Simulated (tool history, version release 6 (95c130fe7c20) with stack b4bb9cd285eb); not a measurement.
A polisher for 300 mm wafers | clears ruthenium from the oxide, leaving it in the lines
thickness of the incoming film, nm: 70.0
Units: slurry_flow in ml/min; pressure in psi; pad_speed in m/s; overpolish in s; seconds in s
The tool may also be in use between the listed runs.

run    day  slurry_flow  pressure  pad_speed  overpolish  seconds
  1      0          230       1.5       1.04          41   71.562
  2  0.062          230       1.3       1.04          41   81.538
  3  0.096          230       1.2          1          41   92.635
  4  0.183          230       1.4          1          41   79.631
  5  0.225          230       1.3       0.96          41   88.405
  6  0.392          230       1.5       0.96          41   75.984
     0.567  -- head pressure recalibrated
  7  0.567          230       1.4       0.94          41     92.8
  8  0.783          230       1.4       0.94          41   92.581

The next listed run, before its measurement:
  9  1.142          220         1       0.82          41        ?

seconds: 143.95 s
